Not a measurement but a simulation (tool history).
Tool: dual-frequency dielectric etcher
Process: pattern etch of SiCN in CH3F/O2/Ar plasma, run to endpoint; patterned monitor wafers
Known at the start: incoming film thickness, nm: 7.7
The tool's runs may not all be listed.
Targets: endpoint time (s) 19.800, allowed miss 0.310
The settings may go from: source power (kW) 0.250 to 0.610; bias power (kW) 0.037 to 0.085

| run | hour | source power (kW) | bias power (kW) | endpoint time (s) |
|---|---|---|---|---|
| 1 | 0.0 | 0.430 | 0.061 | 21.037 |
| 2 | 5.3 | 0.480 | 0.061 | 20.475 |
| 3 | 6.0 | 0.420 | 0.061 | 21.527 |
| 4 | 6.8 | 0.440 | 0.061 | 21.100 |
| 5 | 9.1 | 0.440 | 0.070 | 20.154 |
| 6 | 11.3 | 0.440 | 0.062 | 20.993 |
| 7 | 16.1 | 0.460 | 0.062 | 20.745 |
| 8 | 22.1 | 0.470 | 0.062 | 20.657 |
| 9 | 27.4 | 0.480 | 0.062 | 20.385 |
| 10 | 34.1 | 0.490 | 0.062 | 20.124 |
| 11 | 36.4 | 0.490 | 0.062 | 20.165 |

Which of these 4 next moves meets every target?
| A | 38.7 | 0.480 | 0.078 | ? |
| B | 38.7 | 0.460 | 0.071 | ? |
| C | 38.7 | 0.530 | 0.067 | ? |
| D | 38.7 | 0.530 | 0.070 | ? |

| move | endpoint time (s) |
|---|---|
| A | 19.069 |
| B | 19.922 |
| C | 19.308 |
| D | 19.055 |
A: takes the result that was furthest off past its target
B: meets every target
C: takes the result that was furthest off past its target
D: takes the result that was furthest off past its target
The right move is B.
